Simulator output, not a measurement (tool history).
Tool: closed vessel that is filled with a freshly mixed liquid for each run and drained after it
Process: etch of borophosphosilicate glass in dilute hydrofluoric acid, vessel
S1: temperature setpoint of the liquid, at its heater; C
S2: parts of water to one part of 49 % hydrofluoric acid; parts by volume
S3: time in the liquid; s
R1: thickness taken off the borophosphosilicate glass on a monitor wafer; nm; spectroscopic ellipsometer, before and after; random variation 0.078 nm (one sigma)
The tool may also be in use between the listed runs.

{"run": 1, "hour": 0.0, "S1": 22, "S2": 195, "S3": 180, "R1": 31.426}
{"run": 2, "hour": 3.7, "S1": 20.5, "S2": 215, "S3": 180, "R1": 26.294}
{"run": 3, "hour": 7.3, "S1": 20.5, "S2": 170, "S3": 180, "R1": 35.122}
{"run": 4, "hour": 16.5, "S1": 20.5, "S2": 145, "S3": 180, "R1": 42.087}
{"run": 5, "hour": 19.3, "S1": 22, "S2": 145, "S3": 180, "R1": 44.575}
{"run": 6, "hour": 25.3, "S1": 22, "S2": 145, "S3": 190, "R1": 47.47}
{"run": 7, "hour": 31.6, "S1": 20.5, "S2": 190, "S3": 190, "R1": 32.431}
{"run": 8, "hour": 35.4, "S1": 19.5, "S2": 215, "S3": 190, "R1": 26.702}
{"run": 9, "hour": 40.7, "S1": 18.5, "S2": 230, "S3": 190, "R1": 23.759}
{"run": 10, "hour": 43.5, "S1": 18, "S2": 245, "S3": 190, "R1": 21.557}
{"run": 11, "hour": 50.0, "S1": 17.5, "S2": 255, "S3": 190, "R1": 20.176}
{"run": 12, "hour": 51.4, "S1": 17.5, "S2": 260, "S3": 190, "R1": 19.834}
{"run": 13, "hour": 55.8, "S1": 17.5, "S2": 265, "S3": 190, "R1": 19.438}
{"run": 14, "hour": 62.4, "S1": 17.5, "S2": 270, "S3": 190, "R1": 18.751}
{"run": 15, "hour": 67.3, "S1": 17.5, "S2": 275, "S3": 190, "R1": 18.529}

Forecast run 16:
{"run": 16, "hour": 75.2, "S1": 17.5, "S2": 280, "S3": 190, "R1": "?"}

{"run 16": {"R1": 17.975}}
